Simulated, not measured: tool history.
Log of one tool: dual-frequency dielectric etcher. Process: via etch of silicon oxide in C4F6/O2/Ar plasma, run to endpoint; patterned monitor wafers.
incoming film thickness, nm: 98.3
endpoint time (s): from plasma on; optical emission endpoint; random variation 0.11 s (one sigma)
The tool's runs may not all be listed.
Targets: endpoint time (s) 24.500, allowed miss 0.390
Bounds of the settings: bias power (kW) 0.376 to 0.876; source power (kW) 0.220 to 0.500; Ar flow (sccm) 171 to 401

| run | hour | bias power (kW) | source power (kW) | Ar flow (sccm) | endpoint time (s) |
|---|---|---|---|---|---|
| 1 | 0.0 | 0.626 | 0.360 | 286 | 20.335 |
| 2 | 3.0 | 0.574 | 0.350 | 288 | 21.805 |
| 3 | 5.7 | 0.547 | 0.350 | 288 | 22.268 |
| 4 | 11.4 | 0.524 | 0.350 | 288 | 22.693 |
| 5 | 17.7 | 0.505 | 0.350 | 288 | 23.098 |
| 6 | 22.7 | 0.505 | 0.350 | 312 | 23.448 |
| 7 | 27.1 | 0.494 | 0.350 | 312 | 23.882 |
| 8 | 34.7 | 0.488 | 0.350 | 312 | 23.744 |
| 9 | 36.7 | 0.480 | 0.350 | 312 | 24.034 |

Which of these 4 next moves meets every target?
| A | 38.7 | 0.506 | 0.340 | 316 | ? |
| B | 38.7 | 0.394 | 0.370 | 296 | ? |
| C | 38.7 | 0.433 | 0.360 | 273 | ? |
| D | 38.7 | 0.456 | 0.340 | 322 | ? |

| move | endpoint time (s) |
|---|---|
| A | 23.764 |
| B | 25.709 |
| C | 24.501 |
| D | 25.169 |
A: further off than the last run
B: takes the result that was furthest off past its target
C: meets every target
D: takes the result that was furthest off past its target
Answer: C

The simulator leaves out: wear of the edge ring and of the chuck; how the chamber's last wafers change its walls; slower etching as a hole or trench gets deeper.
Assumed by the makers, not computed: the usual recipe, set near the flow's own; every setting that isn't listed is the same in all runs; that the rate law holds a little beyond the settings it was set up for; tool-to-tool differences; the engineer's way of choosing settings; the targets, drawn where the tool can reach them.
